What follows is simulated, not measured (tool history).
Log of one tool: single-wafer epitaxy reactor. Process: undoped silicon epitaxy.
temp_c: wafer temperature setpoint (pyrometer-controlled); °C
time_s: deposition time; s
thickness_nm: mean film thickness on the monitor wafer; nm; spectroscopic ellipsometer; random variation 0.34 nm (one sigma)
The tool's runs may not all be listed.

run	hour	temp_c	time_s	thickness_nm
1	0.0	635	326	42.348
2	5.1	637	326	44.711
3	11.5	639	326	46.569
4	13.1	639	299	42.680
5	16.2	645	299	50.317
6	17.0	635	299	38.435
7	23.2	638	299	41.778
8	23.8	640	299	43.754
9	29.3	642	299	46.070
10	36.0	642	299	46.763
11	43.3	643	299	47.446
12	45.9	644	299	48.759

Run 13 comes next. What will it give?
13	48.2	645	299	?

thickness_nm: 49.909 nm
